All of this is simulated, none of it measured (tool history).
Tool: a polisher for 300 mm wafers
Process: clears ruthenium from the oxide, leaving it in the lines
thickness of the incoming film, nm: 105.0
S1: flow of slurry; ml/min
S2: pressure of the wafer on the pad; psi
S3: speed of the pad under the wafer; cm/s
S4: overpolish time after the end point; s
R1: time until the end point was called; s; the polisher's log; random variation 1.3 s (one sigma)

| run | hour | S1 | S2 | S3 | S4 | R1 |
|---|---|---|---|---|---|---|
| 1 | 0 | 245 | 2.2 | 84 | 6 | 105.04 |
| 2 | 8.4 | 245 | 2.2 | 66 | 6 | 133.04 |
| 3 | 15.6 | 245 | 1.7 | 66 | 6 | 173.06 |
| 4 | 21.9 | 245 | 1.7 | 52 | 6 | 215.85 |
| 5 | 22.9 | 245 | 1.7 | 62 | 6 | 179.83 |
| 6 | 23.8 | 190 | 1.7 | 62 | 6 | 189.89 |
| 7 | 31.8 | 200 | 1.8 | 62 | 6 | 178.28 |
| 8 | 35.5 | 205 | 1.9 | 62 | 6 | 165.31 |

Run 9 comes next. What will it give?
| 9 | 39.4 | 205 | 1.9 | 62 | 6 | ? |

Run 9 gave R1 167.34 s.

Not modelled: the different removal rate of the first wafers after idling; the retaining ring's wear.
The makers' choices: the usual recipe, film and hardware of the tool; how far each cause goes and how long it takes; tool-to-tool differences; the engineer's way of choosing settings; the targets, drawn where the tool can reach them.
